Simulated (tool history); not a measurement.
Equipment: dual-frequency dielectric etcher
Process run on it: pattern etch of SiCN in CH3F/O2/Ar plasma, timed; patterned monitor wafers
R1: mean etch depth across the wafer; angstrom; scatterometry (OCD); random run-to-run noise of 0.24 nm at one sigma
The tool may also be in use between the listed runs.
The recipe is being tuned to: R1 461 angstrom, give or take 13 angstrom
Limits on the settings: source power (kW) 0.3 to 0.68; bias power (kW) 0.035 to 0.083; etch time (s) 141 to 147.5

run 1 hour=0 | source_power_(kW)=0.49 bias_power_(kW)=0.059 etch_time_(s)=141 | R1=531.2
run 2 hour=4.1 | source_power_(kW)=0.49 bias_power_(kW)=0.059 etch_time_(s)=141 | R1=531.12
run 3 hour=6.8 | source_power_(kW)=0.49 bias_power_(kW)=0.059 etch_time_(s)=147.5 | R1=553.08
run 4 hour=11.7 | source_power_(kW)=0.49 bias_power_(kW)=0.059 etch_time_(s)=147.5 | R1=554.89
run 5 hour=15.1 | source_power_(kW)=0.53 bias_power_(kW)=0.059 etch_time_(s)=147.5 | R1=572.61
run 6 hour=19.6 | source_power_(kW)=0.53 bias_power_(kW)=0.059 etch_time_(s)=147.5 | R1=574.61
run 7 hour=20.7 | source_power_(kW)=0.49 bias_power_(kW)=0.056 etch_time_(s)=146.5 | R1=538.78
run 8 hour=25.3 | source_power_(kW)=0.46 bias_power_(kW)=0.054 etch_time_(s)=146 | R1=509.02
run 9 hour=33 | source_power_(kW)=0.44 bias_power_(kW)=0.053 etch_time_(s)=146 | R1=503.83
run 10 hour=35.4 | source_power_(kW)=0.36 bias_power_(kW)=0.045 etch_time_(s)=144 | R1=417.09
run 11 hour=37.2 | source_power_(kW)=0.38 bias_power_(kW)=0.046 etch_time_(s)=144 | R1=428.32
run 12 hour=40.9 | source_power_(kW)=0.45 bias_power_(kW)=0.049 etch_time_(s)=144.5 | R1=474.16
run 13 hour=49.4 | source_power_(kW)=0.45 bias_power_(kW)=0.049 etch_time_(s)=144.5 | R1=476.19
run 14 hour=55.8 | source_power_(kW)=0.44 bias_power_(kW)=0.049 etch_time_(s)=144.5 | R1=473.2

Pick the move, out of 4, that brings all results within their allowed miss; only one does.
run A hour=62.2 | source_power_(kW)=0.45 bias_power_(kW)=0.051 etch_time_(s)=143 | R1=?
run B hour=62.2 | source_power_(kW)=0.44 bias_power_(kW)=0.049 etch_time_(s)=141.5 | R1=?
run C hour=62.2 | source_power_(kW)=0.54 bias_power_(kW)=0.044 etch_time_(s)=144.5 | R1=?
run D hour=62.2 | source_power_(kW)=0.5 bias_power_(kW)=0.048 etch_time_(s)=143.5 | R1=?

move=A R1=487.46
move=B R1=468.23
move=C R1=493.95
move=D R1=496.03
A: misses by more than the last run did
B: hits every target within its allowed miss
C: misses by more than the last run did
D: misses by more than the last run did
Go with B: it meets all targets.
